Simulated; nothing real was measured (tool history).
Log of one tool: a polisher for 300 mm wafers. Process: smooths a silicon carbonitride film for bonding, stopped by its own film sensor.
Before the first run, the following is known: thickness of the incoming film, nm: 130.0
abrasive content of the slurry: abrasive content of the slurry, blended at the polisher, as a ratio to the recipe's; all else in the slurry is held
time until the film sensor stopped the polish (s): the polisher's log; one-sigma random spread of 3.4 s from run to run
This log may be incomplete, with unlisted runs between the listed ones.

| run | hour | flow of slurry (ml/min) | pressure of the wafer on the pad (psi) | speed of the pad under the wafer (m/s) | abrasive content of the slurry | target thickness at which the film sensor stops the polish (angstrom) | time until the film sensor stopped the polish (s) |
|---|---|---|---|---|---|---|---|
| 1 | 0.0 | 195 | 1.5 | 0.72 | 1.0 | 1170 | 84.505 |
| 2 | 8.3 | 195 | 1.3 | 0.66 | 1.0 | 1170 | 100.100 |
| 3 | 15.4 | 195 | 1.3 | 0.66 | 1.0 | 1160 | 108.950 |
| 4 | 21.4 | 215 | 1.3 | 0.66 | 1.0 | 1160 | 106.640 |
| 5 | 25.3 | 215 | 1.5 | 0.66 | 1.0 | 1160 | 94.201 |
| 6 | 29.8 | 215 | 1.5 | 0.66 | 0.9 | 1160 | 99.740 |
| 7 | 34.1 | 215 | 1.3 | 0.62 | 0.9 | 1160 | 116.810 |
| 8 | 39.6 | 215 | 1.2 | 0.60 | 0.9 | 1160 | 128.870 |
| 9 | 47.7 | 215 | 1.1 | 0.58 | 0.9 | 1160 | 142.610 |

Run 10 is up next; what results do you expect?
| 10 | 51.7 | 215 | 1.0 | 0.58 | 0.9 | 1160 | ? |

time until the film sensor stopped the polish (s): 157.390
